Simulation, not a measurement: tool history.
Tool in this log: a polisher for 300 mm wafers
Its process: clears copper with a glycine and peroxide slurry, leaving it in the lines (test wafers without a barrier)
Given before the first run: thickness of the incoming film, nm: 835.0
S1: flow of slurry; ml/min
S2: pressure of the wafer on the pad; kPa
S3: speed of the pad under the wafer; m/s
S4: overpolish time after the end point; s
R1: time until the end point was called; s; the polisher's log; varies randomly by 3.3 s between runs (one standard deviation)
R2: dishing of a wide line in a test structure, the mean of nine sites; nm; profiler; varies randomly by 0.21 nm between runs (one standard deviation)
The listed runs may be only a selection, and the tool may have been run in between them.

run 1 hour=0.0 | S1=235 S2=21.4 S3=0.94 S4=13 | R1=176.65 R2=43.1950
run 2 hour=6.4 | S1=235 S2=18.6 S3=0.94 S4=13 | R1=192.73 R2=40.5850
run 3 hour=13.8 | S1=235 S2=20.7 S3=0.94 S4=13 | R1=181.00 R2=42.3690
run 4 hour=16.6 | S1=235 S2=20.7 S3=0.94 S4=18 | R1=178.67 R2=56.2160
run 5 hour=18.9 | S1=225 S2=20.0 S3=0.88 S4=16 | R1=194.56 R2=47.6100
run 6 hour=27.2 | S1=225 S2=20.0 S3=0.88 S4=21 | R1=195.43 R2=57.7850
run 7 hour=32.2 | S1=215 S2=19.3 S3=0.84 S4=19 | R1=209.75 R2=52.3420
run 8 hour=40.6 | S1=235 S2=17.9 S3=0.80 S4=17 | R1=228.30 R2=44.4150
run 9 hour=41.4 | S1=170 S2=11.7 S3=0.80 S4=11 | R1=331.00 R2=21.5390
run 10 hour=44.0 | S1=140 S2=9.7 S3=1.00 S4=5 | R1=335.17 R2=9.9463
run 11 hour=51.7 | S1=140 S2=9.7 S3=1.02 S4=5 | R1=329.13 R2=9.9159
run 12 hour=58.0 | S1=140 S2=9.7 S3=1.04 S4=5 | R1=328.71 R2=10.5010

Estimate the outcome of run 13 from the log above:
run 13 hour=66.0 | S1=205 S2=13.8 S3=0.82 S4=4 | R1=? R2=?

R1: 271.84 s
R2: 9.9021 nm
